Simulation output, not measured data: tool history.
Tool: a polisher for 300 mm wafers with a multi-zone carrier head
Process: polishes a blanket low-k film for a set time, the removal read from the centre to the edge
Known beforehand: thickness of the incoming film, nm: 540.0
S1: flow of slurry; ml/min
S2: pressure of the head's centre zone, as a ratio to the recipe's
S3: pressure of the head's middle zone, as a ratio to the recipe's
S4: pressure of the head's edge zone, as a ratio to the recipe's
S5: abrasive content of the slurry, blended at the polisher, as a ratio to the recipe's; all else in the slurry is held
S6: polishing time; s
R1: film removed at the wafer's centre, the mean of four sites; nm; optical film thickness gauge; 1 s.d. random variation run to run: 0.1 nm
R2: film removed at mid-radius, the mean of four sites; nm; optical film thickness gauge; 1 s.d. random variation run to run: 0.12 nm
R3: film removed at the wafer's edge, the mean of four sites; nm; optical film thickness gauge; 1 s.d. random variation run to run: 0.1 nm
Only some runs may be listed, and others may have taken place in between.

run 1 hour=0 | S1=265 S2=1 S3=1 S4=1 S5=1 S6=77 | R1=38.061 R2=37.459 R3=37.372
run 2 hour=7.7 | S1=265 S2=1 S3=0.95 S4=1 S5=1 S6=77 | R1=37.665 R2=36.15 R3=37.367
run 3 hour=13 | S1=240 S2=0.96 S3=0.94 S4=0.96 S5=0.9 S6=67 | R1=29.37 R2=28.839 R3=29.537
run 4 hour=19.8 | S1=230 S2=0.93 S3=0.94 S4=0.93 S5=0.8 S6=61 | R1=23.376 R2=23.774 R3=24.072
run 5 hour=28.3 | S1=225 S2=0.91 S3=0.94 S4=0.9 S5=0.75 S6=58 | R1=20.691 R2=21.232 R3=21.516
run 6 hour=34.8 | S1=225 S2=0.91 S3=0.88 S4=0.9 S5=0.75 S6=58 | R1=20.633 R2=20.261 R3=21.139
run 7 hour=42.4 | S1=230 S2=0.9 S3=0.9 S4=0.88 S5=0.7 S6=55 | R1=18.354 R2=18.434 R3=19.061
run 8 hour=44.7 | S1=230 S2=0.89 S3=0.92 S4=0.86 S5=0.65 S6=54 | R1=16.469 R2=16.801 R3=17.039
run 9 hour=46.7 | S1=195 S2=0.83 S3=0.99 S4=0.81 S5=0.6 S6=54 | R1=13.523 R2=15.946 R3=14.828
run 10 hour=52.3 | S1=195 S2=0.84 S3=0.99 S4=0.81 S5=0.6 S6=54 | R1=13.725 R2=16.063 R3=15.025
run 11 hour=56.1 | S1=200 S2=0.85 S3=0.99 S4=0.81 S5=0.6 S6=54 | R1=14.125 R2=16.076 R3=14.937
run 12 hour=61.2 | S1=195 S2=0.85 S3=0.98 S4=0.81 S5=0.6 S6=54 | R1=13.744 R2=15.846 R3=14.922
run 13 hour=68 | S1=200 S2=0.85 S3=0.98 S4=0.81 S5=0.6 S6=54 | R1=13.933 R2=15.961 R3=15.076
run 14 hour=75.5 | S1=200 S2=0.86 S3=0.98 S4=0.81 S5=0.6 S6=54 | R1=14.304 R2=15.867 R3=14.901
run 15 hour=79.2 | S1=195 S2=0.86 S3=0.98 S4=0.81 S5=0.6 S6=54 | R1=13.96 R2=16.066 R3=14.99

What will run 16 give?
run 16 hour=87.9 | S1=200 S2=0.86 S3=0.98 S4=0.81 S5=0.6 S6=54 | R1=? R2=? R3=?

Run 16 produced R1 14.097 nm, R2 15.911 nm, R3 15.121 nm.

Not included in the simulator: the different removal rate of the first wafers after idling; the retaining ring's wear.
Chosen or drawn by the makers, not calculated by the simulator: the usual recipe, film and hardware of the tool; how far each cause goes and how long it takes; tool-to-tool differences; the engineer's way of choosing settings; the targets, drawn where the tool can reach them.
